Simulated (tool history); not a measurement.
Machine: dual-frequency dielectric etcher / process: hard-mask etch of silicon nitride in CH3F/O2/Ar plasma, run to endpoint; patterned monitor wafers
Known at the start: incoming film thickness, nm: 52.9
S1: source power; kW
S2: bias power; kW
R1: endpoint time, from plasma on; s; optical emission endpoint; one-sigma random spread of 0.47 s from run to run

{"run": 1, "hour": 0.0, "S1": 0.39, "S2": 0.059, "R1": 74.868}
{"run": 2, "hour": 9.0, "S1": 0.39, "S2": 0.055, "R1": 77.12}
{"run": 3, "hour": 11.0, "S1": 0.39, "S2": 0.061, "R1": 74.319}
{"run": 4, "hour": 12.5, "S1": 0.39, "S2": 0.07, "R1": 70.729}
{"run": 5, "hour": 15.6, "S1": 0.44, "S2": 0.07, "R1": 66.622}
{"hour": 19.8, "done": "source power generator calibrated"}
{"run": 6, "hour": 19.8, "S1": 0.38, "S2": 0.063, "R1": 75.38}
{"run": 7, "hour": 26.3, "S1": 0.38, "S2": 0.063, "R1": 75.205}
{"run": 8, "hour": 31.1, "S1": 0.34, "S2": 0.06, "R1": 79.614}
{"run": 9, "hour": 36.0, "S1": 0.31, "S2": 0.056, "R1": 85.448}

Predict the results of run 10:
{"run": 10, "hour": 39.4, "S1": 0.29, "S2": 0.054, "R1": "?"}

R1: 89.292 s
